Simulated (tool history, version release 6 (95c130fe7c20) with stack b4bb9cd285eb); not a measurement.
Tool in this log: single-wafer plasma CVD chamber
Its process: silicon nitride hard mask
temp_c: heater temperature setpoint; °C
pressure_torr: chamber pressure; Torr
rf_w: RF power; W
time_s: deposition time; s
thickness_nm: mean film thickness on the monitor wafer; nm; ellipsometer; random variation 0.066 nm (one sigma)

run 1 hour=0.0 | temp_c=420 pressure_torr=2.04 rf_w=305 time_s=32.8 | thickness_nm=40.463
run 2 hour=6.6 | temp_c=420 pressure_torr=1.96 rf_w=295 time_s=32.8 | thickness_nm=38.911
run 3 hour=10.2 | temp_c=420 pressure_torr=1.88 rf_w=290 time_s=32.8 | thickness_nm=38.024
run 4 hour=19.1 | temp_c=420 pressure_torr=2.13 rf_w=290 time_s=32.8 | thickness_nm=39.133
run 5 hour=24.9 | temp_c=420 pressure_torr=2.05 rf_w=285 time_s=32.8 | thickness_nm=38.203
run 6 hour=27.8 | temp_c=420 pressure_torr=2.05 rf_w=305 time_s=32.8 | thickness_nm=40.507
run 7 hour=35.3 | temp_c=420 pressure_torr=1.97 rf_w=300 time_s=32.8 | thickness_nm=39.636
run 8 hour=40.5 | temp_c=420 pressure_torr=1.91 rf_w=295 time_s=32.8 | thickness_nm=38.842

Run 9 comes next. What will it give?
run 9 hour=46.7 | temp_c=420 pressure_torr=1.86 rf_w=290 time_s=32.8 | thickness_nm=?

{"run 9": {"thickness_nm": 38.158}}

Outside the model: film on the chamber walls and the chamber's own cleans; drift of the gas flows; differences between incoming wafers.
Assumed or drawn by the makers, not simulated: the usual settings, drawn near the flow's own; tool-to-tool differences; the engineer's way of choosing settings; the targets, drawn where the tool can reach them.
